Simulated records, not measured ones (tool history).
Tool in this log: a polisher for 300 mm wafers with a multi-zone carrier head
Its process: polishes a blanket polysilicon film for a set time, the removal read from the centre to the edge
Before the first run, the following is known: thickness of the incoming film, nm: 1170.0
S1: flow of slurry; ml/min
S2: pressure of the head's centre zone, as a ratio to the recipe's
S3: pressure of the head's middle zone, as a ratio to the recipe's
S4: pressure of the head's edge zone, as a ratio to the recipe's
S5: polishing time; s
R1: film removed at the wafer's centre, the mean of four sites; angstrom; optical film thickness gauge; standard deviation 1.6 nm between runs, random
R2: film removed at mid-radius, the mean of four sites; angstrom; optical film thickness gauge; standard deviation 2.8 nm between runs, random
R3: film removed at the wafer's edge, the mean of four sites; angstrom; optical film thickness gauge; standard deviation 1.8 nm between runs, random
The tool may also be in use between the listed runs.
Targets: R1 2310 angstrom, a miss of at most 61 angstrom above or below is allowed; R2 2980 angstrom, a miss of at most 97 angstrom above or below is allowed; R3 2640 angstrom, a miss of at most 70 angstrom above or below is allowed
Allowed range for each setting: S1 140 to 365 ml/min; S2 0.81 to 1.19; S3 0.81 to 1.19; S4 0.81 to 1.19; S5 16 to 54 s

run,hour,S1,S2,S3,S4,S5,R1,R2,R3
1,0,235,1,1,1,35,2409,2395.1,2431.4
2,7.4,245,0.98,1.03,1.01,35,2431,2482.6,2433.7
3,10.5,195,0.98,1.03,1.01,35,2308.3,2405.1,2356.9
4,18,195,0.92,1.03,1.01,35,2188.2,2381.3,2367.2
5,26,210,0.91,1.06,1.03,35,2171.2,2475.3,2427.8
6,29.7,225,0.91,1.08,1.03,35,2178.8,2500.4,2441.5
7,31.8,235,0.9,1.1,1.02,35,2174.4,2597.4,2439.6
8,34.8,250,0.9,1.11,1.03,35,2213.2,2577.5,2477.4
9,40.8,255,0.89,1.12,1.02,35,2192.8,2648.2,2475.6
10,44.4,265,0.89,1.13,1.02,35,2190.8,2657.4,2492.2
11,51.4,270,0.89,1.14,1.01,35,2221.4,2672.1,2461.6

Below are 4 possible settings for the next run. Only one of them brings all results inside the allowed miss of their targets. Which is it?
A,58.4,260,0.83,1.13,1.19,37,?,?,?
B,58.4,240,0.91,1.1,0.96,34,?,?,?
C,58.4,215,0.86,1.17,0.97,39,?,?,?
D,58.4,270,0.89,1.13,1.05,37,?,?,?

move,R1,R2,R3
A,2147,2829.6,2834.6
B,2140.5,2525.2,2323.2
C,2280.5,2981.7,2645.4
D,2315,2841.9,2668.3
A: nearer than the last run, and not there yet
B: lands further from the targets than the last run did
C: all results land within tolerance of their targets
D: nearer than the last run, and not there yet
C is the move that brings every result within its allowed miss.
